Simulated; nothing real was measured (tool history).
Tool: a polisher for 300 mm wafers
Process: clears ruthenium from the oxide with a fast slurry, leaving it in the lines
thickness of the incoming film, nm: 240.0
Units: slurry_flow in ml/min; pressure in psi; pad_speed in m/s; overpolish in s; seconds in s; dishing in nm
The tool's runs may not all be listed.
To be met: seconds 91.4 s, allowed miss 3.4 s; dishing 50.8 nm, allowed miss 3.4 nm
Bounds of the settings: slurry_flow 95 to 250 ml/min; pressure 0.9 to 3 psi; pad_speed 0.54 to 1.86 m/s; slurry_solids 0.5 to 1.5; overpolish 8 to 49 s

{"run": 1, "hour": 0.0, "slurry_flow": 160, "pressure": 1.9, "pad_speed": 1.18, "slurry_solids": 1, "overpolish": 25, "seconds": 74.819, "dishing": 60.209}
{"run": 2, "hour": 6.0, "slurry_flow": 160, "pressure": 1.9, "pad_speed": 1.36, "slurry_solids": 1, "overpolish": 25, "seconds": 65.912, "dishing": 67.957}
{"run": 3, "hour": 11.2, "slurry_flow": 160, "pressure": 1.8, "pad_speed": 1.36, "slurry_solids": 1, "overpolish": 25, "seconds": 68.47, "dishing": 65.296}
{"run": 4, "hour": 16.0, "slurry_flow": 160, "pressure": 1.7, "pad_speed": 1.36, "slurry_solids": 1, "overpolish": 25, "seconds": 69.271, "dishing": 64.477}
{"run": 5, "hour": 24.6, "slurry_flow": 160, "pressure": 1.7, "pad_speed": 1.36, "slurry_solids": 1.2, "overpolish": 25, "seconds": 65.798, "dishing": 66.766}
{"run": 6, "hour": 32.4, "slurry_flow": 175, "pressure": 1.7, "pad_speed": 1.36, "slurry_solids": 1.2, "overpolish": 25, "seconds": 64.6, "dishing": 67.164}
{"run": 7, "hour": 35.8, "slurry_flow": 175, "pressure": 1.6, "pad_speed": 1.36, "slurry_solids": 1.2, "overpolish": 25, "seconds": 66.622, "dishing": 67.813}
{"run": 8, "hour": 38.8, "slurry_flow": 175, "pressure": 1.6, "pad_speed": 1.36, "slurry_solids": 1.2, "overpolish": 25, "seconds": 65.616, "dishing": 66.118}
{"run": 9, "hour": 41.7, "slurry_flow": 170, "pressure": 1.5, "pad_speed": 1.36, "slurry_solids": 1.2, "overpolish": 25, "seconds": 68.185, "dishing": 64.319}
{"run": 10, "hour": 49.9, "slurry_flow": 170, "pressure": 1.4, "pad_speed": 1.34, "slurry_solids": 1.2, "overpolish": 25, "seconds": 73.201, "dishing": 61.862}
{"run": 11, "hour": 53.8, "slurry_flow": 165, "pressure": 1.3, "pad_speed": 1.34, "slurry_solids": 1.2, "overpolish": 25, "seconds": 77.023, "dishing": 58.983}
{"run": 12, "hour": 62.1, "slurry_flow": 160, "pressure": 1.3, "pad_speed": 1.34, "slurry_solids": 1.2, "overpolish": 25, "seconds": 77.88, "dishing": 57.235}
{"run": 13, "hour": 65.9, "slurry_flow": 155, "pressure": 1.3, "pad_speed": 1.34, "slurry_solids": 1.2, "overpolish": 25, "seconds": 77.231, "dishing": 59.204}
{"run": 14, "hour": 67.9, "slurry_flow": 150, "pressure": 1.1, "pad_speed": 1.34, "slurry_solids": 1.2, "overpolish": 25, "seconds": 84.684, "dishing": 54.532}

Which of these 4 next moves meets every target?
{"run": "A", "hour": 69.9, "slurry_flow": 165, "pressure": 1.2, "pad_speed": 0.96, "slurry_solids": 1.5, "overpolish": 23, "seconds": "?", "dishing": "?"}
{"run": "B", "hour": 69.9, "slurry_flow": 135, "pressure": 1.2, "pad_speed": 1.16, "slurry_solids": 1.35, "overpolish": 25, "seconds": "?", "dishing": "?"}
{"run": "C", "hour": 69.9, "slurry_flow": 135, "pressure": 0.9, "pad_speed": 1.46, "slurry_solids": 1.05, "overpolish": 32, "seconds": "?", "dishing": "?"}
{"run": "D", "hour": 69.9, "slurry_flow": 115, "pressure": 0.9, "pad_speed": 1.34, "slurry_solids": 1.05, "overpolish": 23, "seconds": "?", "dishing": "?"}

move=A seconds=102.08 dishing=42.648
move=B seconds=91.658 dishing=50.212
move=C seconds=91.133 dishing=61.775
move=D seconds=102.86 dishing=42.37
A: takes the result that was furthest off past its target
B: meets every target
C: brings the result that was furthest off to its target, and leaves another outside
D: takes the result that was furthest off past its target
Answer: B
